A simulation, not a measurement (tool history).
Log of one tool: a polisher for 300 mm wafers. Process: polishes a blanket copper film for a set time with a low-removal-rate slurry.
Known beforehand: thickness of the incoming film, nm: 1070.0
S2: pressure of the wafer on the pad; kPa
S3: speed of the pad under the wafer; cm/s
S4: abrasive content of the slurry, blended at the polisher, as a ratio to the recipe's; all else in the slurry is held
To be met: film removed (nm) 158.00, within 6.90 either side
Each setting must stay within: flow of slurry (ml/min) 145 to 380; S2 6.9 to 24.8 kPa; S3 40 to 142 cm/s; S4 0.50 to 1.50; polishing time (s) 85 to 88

run 1 day=0.000 | flow_of_slurry_(ml/min)=245 S2=15.9 S3=90 S4=1.00 polishing_time_(s)=85 | film_removed_(nm)=214.60
run 2 day=0.071 | flow_of_slurry_(ml/min)=245 S2=15.9 S3=102 S4=1.00 polishing_time_(s)=85 | film_removed_(nm)=242.29
run 3 day=0.379 | flow_of_slurry_(ml/min)=245 S2=14.5 S3=102 S4=1.00 polishing_time_(s)=85 | film_removed_(nm)=219.52
run 4 day=0.754 | flow_of_slurry_(ml/min)=245 S2=13.1 S3=102 S4=1.00 polishing_time_(s)=85 | film_removed_(nm)=199.46
run 5 day=0.858 | flow_of_slurry_(ml/min)=295 S2=13.1 S3=102 S4=1.00 polishing_time_(s)=85 | film_removed_(nm)=204.18
run 6 day=1.129 | flow_of_slurry_(ml/min)=295 S2=13.1 S3=102 S4=1.00 polishing_time_(s)=85 | film_removed_(nm)=205.24
run 7 day=1.183 | flow_of_slurry_(ml/min)=295 S2=12.4 S3=102 S4=1.00 polishing_time_(s)=85 | film_removed_(nm)=197.80
run 8 day=1.317 | flow_of_slurry_(ml/min)=295 S2=12.4 S3=102 S4=1.00 polishing_time_(s)=85 | film_removed_(nm)=194.35
run 9 day=1.567 | flow_of_slurry_(ml/min)=295 S2=11.7 S3=102 S4=1.00 polishing_time_(s)=85 | film_removed_(nm)=184.01
run 10 day=1.596 | flow_of_slurry_(ml/min)=295 S2=11.0 S3=102 S4=1.00 polishing_time_(s)=85 | film_removed_(nm)=170.04
run 11 day=1.638 | flow_of_slurry_(ml/min)=290 S2=11.0 S3=102 S4=1.00 polishing_time_(s)=85 | film_removed_(nm)=171.62
run 12 day=1.883 | flow_of_slurry_(ml/min)=285 S2=11.0 S3=102 S4=1.00 polishing_time_(s)=85 | film_removed_(nm)=170.67
run 13 day=2.017 | flow_of_slurry_(ml/min)=280 S2=11.0 S3=102 S4=1.00 polishing_time_(s)=85 | film_removed_(nm)=173.50

Exactly one of the 5 candidate moves below puts every result within its allowed miss. Which one?
run A day=2.150 | flow_of_slurry_(ml/min)=345 S2=10.3 S3=100 S4=0.95 polishing_time_(s)=85 | film_removed_(nm)=?
run B day=2.150 | flow_of_slurry_(ml/min)=310 S2=11.0 S3=86 S4=0.80 polishing_time_(s)=86 | film_removed_(nm)=?
run C day=2.150 | flow_of_slurry_(ml/min)=275 S2=9.0 S3=104 S4=0.95 polishing_time_(s)=85 | film_removed_(nm)=?
run D day=2.150 | flow_of_slurry_(ml/min)=290 S2=10.3 S3=112 S4=0.90 polishing_time_(s)=87 | film_removed_(nm)=?
run E day=2.150 | flow_of_slurry_(ml/min)=290 S2=9.0 S3=98 S4=1.00 polishing_time_(s)=88 | film_removed_(nm)=?

move=A film_removed_(nm)=160.05
move=B film_removed_(nm)=140.83
move=C film_removed_(nm)=143.49
move=D film_removed_(nm)=178.16
move=E film_removed_(nm)=142.66
A: meets every target
B: takes the result that was furthest off past its target
C: takes the result that was furthest off past its target
D: moves away from the targets compared with the last run
E: takes the result that was furthest off past its target
Correct choice: A, which meets every target

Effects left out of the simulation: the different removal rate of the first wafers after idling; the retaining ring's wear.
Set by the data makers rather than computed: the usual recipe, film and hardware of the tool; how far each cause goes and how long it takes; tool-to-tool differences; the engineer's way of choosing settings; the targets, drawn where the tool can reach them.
